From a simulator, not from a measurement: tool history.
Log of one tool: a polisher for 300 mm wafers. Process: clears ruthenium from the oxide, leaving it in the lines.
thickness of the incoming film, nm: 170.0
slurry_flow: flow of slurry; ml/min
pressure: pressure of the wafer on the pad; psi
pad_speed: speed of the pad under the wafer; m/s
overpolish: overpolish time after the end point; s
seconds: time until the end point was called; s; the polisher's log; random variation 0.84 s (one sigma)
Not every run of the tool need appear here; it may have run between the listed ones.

run	day	slurry_flow	pressure	pad_speed	overpolish	seconds
1	0	130	2.8	1.12	34	90.699
2	0.029	110	2.8	1.12	34	94.912
3	0.212	95	2.8	1.12	34	99.194
4	0.458	100	3	1.14	34	87.45
5	0.712	100	3.2	1.14	34	85.805
6	1.075	105	3.4	1.16	34	76.417
7	1.204	110	3.5	1.18	34	72.419
8	1.512	110	3.6	1.2	34	70.03
9	1.858	110	3.7	1.22	34	67.681
10	1.883	110	3.8	1.24	34	64.166

Estimate the outcome of run 11 from the log above:
11	1.958	110	3.9	1.26	34	?

{"run 11": {"seconds": 64.1}}
